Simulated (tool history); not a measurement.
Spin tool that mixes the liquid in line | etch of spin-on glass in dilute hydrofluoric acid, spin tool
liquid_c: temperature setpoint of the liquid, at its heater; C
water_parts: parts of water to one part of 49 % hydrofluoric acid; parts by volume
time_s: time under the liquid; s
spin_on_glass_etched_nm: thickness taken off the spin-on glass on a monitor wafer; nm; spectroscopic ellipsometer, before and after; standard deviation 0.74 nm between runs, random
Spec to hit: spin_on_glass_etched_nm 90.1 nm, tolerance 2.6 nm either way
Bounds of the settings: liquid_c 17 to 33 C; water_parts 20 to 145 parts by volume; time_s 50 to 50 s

run  hour  liquid_c  water_parts  time_s  spin_on_glass_etched_nm
  1     0        25           80      50                   32.951
  2   5.1      26.5           80      50                   35.447
  3   9.3      26.5          105      50                   25.759
  4  17.8      26.5          105      50                    25.63
  5  21.4        23          105      50                   22.353
  6  24.7        26           80      50                   33.976
  7  27.8        28           60      50                   50.215
  8  36.3      29.5           50      50                   65.621
  9  40.5      30.5           45      50                   75.989
 10  46.4      31.5           45      50                   79.508
 11  50.1        33           40      50                   96.764

Exactly one of the 4 candidate moves below puts every result within its allowed miss. Which one?
  A  53.8      31.5           40      50                        ?
  B  53.8        26           30      50                        ?
  C  53.8      32.5           40      50                        ?
  D  53.8      32.5           35      50                        ?

move  spin_on_glass_etched_nm
   A                   90.454
   B                   98.165
   C                   94.053
   D                   108.39
A: each result inside its tolerance
B: the biggest miss grows against the last run
C: an improvement on the last run, though not all results are within tolerance
D: the biggest miss grows against the last run
Answer: A

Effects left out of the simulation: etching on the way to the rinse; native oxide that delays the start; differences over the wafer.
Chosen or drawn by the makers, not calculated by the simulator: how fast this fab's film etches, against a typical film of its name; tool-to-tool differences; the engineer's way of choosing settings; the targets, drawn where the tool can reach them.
